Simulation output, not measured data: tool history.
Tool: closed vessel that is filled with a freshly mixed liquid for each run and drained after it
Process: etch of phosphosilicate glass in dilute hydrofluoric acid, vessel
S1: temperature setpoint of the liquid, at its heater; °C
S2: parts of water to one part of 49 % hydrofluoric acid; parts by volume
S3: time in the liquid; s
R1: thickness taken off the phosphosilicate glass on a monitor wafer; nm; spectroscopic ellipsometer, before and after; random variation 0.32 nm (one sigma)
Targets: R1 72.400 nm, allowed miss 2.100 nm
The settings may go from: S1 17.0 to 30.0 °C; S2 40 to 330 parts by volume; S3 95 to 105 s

Run 1, hour 0.0: S1 22.0 °C, S2 185 parts by volume, S3 95 s. Result: R1 53.444 nm.
Run 2, hour 5.8: S1 20.5 °C, S2 185 parts by volume, S3 95 s. Result: R1 50.070 nm.
Run 3, hour 9.5: S1 21.5 °C, S2 185 parts by volume, S3 95 s. Result: R1 52.108 nm.
Run 4, hour 10.8: S1 23.0 °C, S2 185 parts by volume, S3 95 s. Result: R1 54.659 nm.
Run 5, hour 18.1: S1 21.5 °C, S2 185 parts by volume, S3 95 s. Result: R1 51.792 nm.
Run 6, hour 21.9: S1 21.5 °C, S2 185 parts by volume, S3 95 s. Result: R1 52.279 nm.
Run 7, hour 30.8: S1 22.5 °C, S2 185 parts by volume, S3 95 s. Result: R1 54.222 nm.
Run 8, hour 36.1: S1 23.5 °C, S2 185 parts by volume, S3 95 s. Result: R1 55.675 nm.
Run 9, hour 44.9: S1 24.0 °C, S2 185 parts by volume, S3 95 s. Result: R1 57.501 nm.
Run 10, hour 49.6: S1 24.5 °C, S2 185 parts by volume, S3 95 s. Result: R1 57.970 nm.
Run 11, hour 58.4: S1 25.0 °C, S2 185 parts by volume, S3 95 s. Result: R1 59.303 nm.
Run 12, hour 62.7: S1 25.5 °C, S2 185 parts by volume, S3 95 s. Result: R1 60.418 nm.
Run 13, hour 69.1: S1 26.0 °C, S2 185 parts by volume, S3 95 s. Result: R1 61.692 nm.

Which of these 4 next moves meets every target?
Run A, hour 75.5: S1 23.5 °C, S2 150 parts by volume, S3 95 s. Result: R1 ?.
Run B, hour 75.5: S1 27.5 °C, S2 160 parts by volume, S3 100 s. Result: R1 ?.
Run C, hour 75.5: S1 25.5 °C, S2 165 parts by volume, S3 105 s. Result: R1 ?.
Run D, hour 75.5: S1 26.0 °C, S2 160 parts by volume, S3 100 s. Result: R1 ?.

move      R1
   A  71.813
   B  81.208
   C  76.399
   D  76.887
A: meets every target
B: takes the result that was furthest off past its target
C: takes the result that was furthest off past its target
D: takes the result that was furthest off past its target
Answer: A
